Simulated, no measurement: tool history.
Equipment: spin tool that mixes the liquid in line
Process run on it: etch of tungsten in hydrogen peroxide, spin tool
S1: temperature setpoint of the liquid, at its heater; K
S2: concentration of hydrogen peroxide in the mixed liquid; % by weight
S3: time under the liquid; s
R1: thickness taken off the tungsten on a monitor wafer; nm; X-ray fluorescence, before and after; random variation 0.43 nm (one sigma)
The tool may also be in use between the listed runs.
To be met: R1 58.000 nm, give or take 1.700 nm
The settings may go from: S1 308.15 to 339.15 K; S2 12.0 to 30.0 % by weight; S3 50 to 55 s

run	hour	S1	S2	S3	R1
1	0.0	324.15	22.5	50	82.471
2	3.1	322.65	22.5	50	75.428
3	10.6	322.65	22.5	50	76.095
4	17.3	321.15	22.5	50	68.001
5	21.8	321.15	22.5	55	75.536
6	27.8	320.15	22.5	55	70.634
7	28.8	319.15	22.5	55	66.697
8	29.9	316.15	22.5	55	55.606

Next run, 4 choices. One meets every target within its allowed miss, the rest don't. Which?
A	31.0	316.15	22.0	55	?
B	31.0	314.65	24.0	55	?
C	31.0	315.15	24.5	55	?
D	31.0	316.15	25.0	55	?

move	R1
A	54.226
B	51.441
C	53.674
D	57.806
A: lands further from the targets than the last run did
B: lands further from the targets than the last run did
C: lands further from the targets than the last run did
D: meets every target
The move that meets every target is D.
